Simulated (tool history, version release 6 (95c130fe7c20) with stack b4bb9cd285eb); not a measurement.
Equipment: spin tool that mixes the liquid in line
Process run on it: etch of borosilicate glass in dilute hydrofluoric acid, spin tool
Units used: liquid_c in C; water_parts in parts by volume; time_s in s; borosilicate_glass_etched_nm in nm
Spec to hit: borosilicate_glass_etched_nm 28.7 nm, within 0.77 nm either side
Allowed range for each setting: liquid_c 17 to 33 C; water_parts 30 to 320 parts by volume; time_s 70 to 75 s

run    day  liquid_c  water_parts  time_s  borosilicate_glass_etched_nm
  1      0        25          175      70                        11.595
  2  0.367        25          175      75                        12.796
  3  0.704        25          175      70                        11.766
  4  1.075      26.5          175      70                        12.421
  5  1.408      26.5          175      75                        13.509
  6  1.688        28          155      75                        16.485
  7  1.992        29          140      75                        18.898
  8  2.275        30          130      75                        21.993
  9  2.392        30          130      75                        21.887
 10  2.758      30.5          125      75                        23.056
 11  2.933        31          120      75                        24.625

Consider the 5 candidate settings below. Which is the only one whose results all fall within their allowed miss of target?
  A  3.108      32.5          105      70                             ?
  B  3.108      30.5          135      70                             ?
  C  3.108        30          130      70                             ?
  D  3.108      30.5          145      75                             ?
  E  3.108      28.5          125      70                             ?

move  borosilicate_glass_etched_nm
   A                        28.514
   B                        19.765
   C                        20.292
   D                        19.453
   E                        20.101
A: all results in spec
B: further off than the last run
C: further off than the last run
D: further off than the last run
E: further off than the last run
A meets every target.

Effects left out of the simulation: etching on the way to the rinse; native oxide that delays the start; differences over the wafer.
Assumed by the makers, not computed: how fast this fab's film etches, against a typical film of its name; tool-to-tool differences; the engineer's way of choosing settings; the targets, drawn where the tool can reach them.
